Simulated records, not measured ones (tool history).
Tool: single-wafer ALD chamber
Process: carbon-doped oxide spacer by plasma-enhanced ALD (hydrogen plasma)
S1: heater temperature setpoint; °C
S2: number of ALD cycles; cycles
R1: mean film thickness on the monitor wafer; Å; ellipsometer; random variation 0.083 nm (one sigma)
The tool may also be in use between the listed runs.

run 1 hour=0.0 | S1=385 S2=488 | R1=244.59
run 2 hour=4.9 | S1=385 S2=550 | R1=277.58
run 3 hour=8.3 | S1=385 S2=520 | R1=263.65
run 4 hour=11.4 | S1=390 S2=520 | R1=263.21
run 5 hour=13.1 | S1=390 S2=471 | R1=236.05
run 6 hour=17.7 | S1=396 S2=471 | R1=238.57
-- hour=22.2 thermocouple changed; heater temperature recalibrated
run 7 hour=22.2 | S1=396 S2=457 | R1=230.83
run 8 hour=28.9 | S1=396 S2=447 | R1=225.59
run 9 hour=35.7 | S1=396 S2=439 | R1=222.15
run 10 hour=41.8 | S1=396 S2=433 | R1=217.85

The next listed run, before its measurement:
run 11 hour=42.6 | S1=396 S2=429 | R1=?

Run 11 gave R1 216.83 Å.

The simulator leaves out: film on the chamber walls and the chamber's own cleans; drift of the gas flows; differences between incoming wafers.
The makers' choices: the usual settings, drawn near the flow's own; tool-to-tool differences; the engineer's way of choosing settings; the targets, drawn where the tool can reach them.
